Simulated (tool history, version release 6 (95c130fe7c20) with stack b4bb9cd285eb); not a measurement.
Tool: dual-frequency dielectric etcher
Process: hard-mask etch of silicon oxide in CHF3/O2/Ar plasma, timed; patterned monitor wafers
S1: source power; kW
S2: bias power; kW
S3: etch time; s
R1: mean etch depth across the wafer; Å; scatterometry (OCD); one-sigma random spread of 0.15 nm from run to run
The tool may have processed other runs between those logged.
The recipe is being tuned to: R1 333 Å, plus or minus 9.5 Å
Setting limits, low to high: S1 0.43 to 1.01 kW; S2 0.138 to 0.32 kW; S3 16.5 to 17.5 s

run	day	S1	S2	S3	R1
1	0	0.72	0.229	17.5	417.5
2	0.104	0.68	0.218	17.5	405.22
3	0.242	0.65	0.206	17.5	393.56
4	0.538	0.62	0.196	17.5	383.73
5	0.75	0.62	0.196	17.5	383.39
6	0.917	0.6	0.188	17.5	374.47
7	1.129	0.6	0.188	17.5	371.45
8	1.154	0.46	0.16	17	319.92

Consider the 4 candidate settings below. Which is the only one whose results all fall within their allowed miss of target?
A	1.179	0.43	0.174	16.5	?
B	1.179	0.48	0.154	17.5	?
C	1.179	0.43	0.165	16.5	?
D	1.179	0.44	0.177	16.5	?

move	R1
A	310.51
B	327.29
C	305.49
D	314.13
A: misses by more than the last run did
B: hits every target within its allowed miss
C: misses by more than the last run did
D: misses by more than the last run did
So the answer is move B, the one that meets all the targets.

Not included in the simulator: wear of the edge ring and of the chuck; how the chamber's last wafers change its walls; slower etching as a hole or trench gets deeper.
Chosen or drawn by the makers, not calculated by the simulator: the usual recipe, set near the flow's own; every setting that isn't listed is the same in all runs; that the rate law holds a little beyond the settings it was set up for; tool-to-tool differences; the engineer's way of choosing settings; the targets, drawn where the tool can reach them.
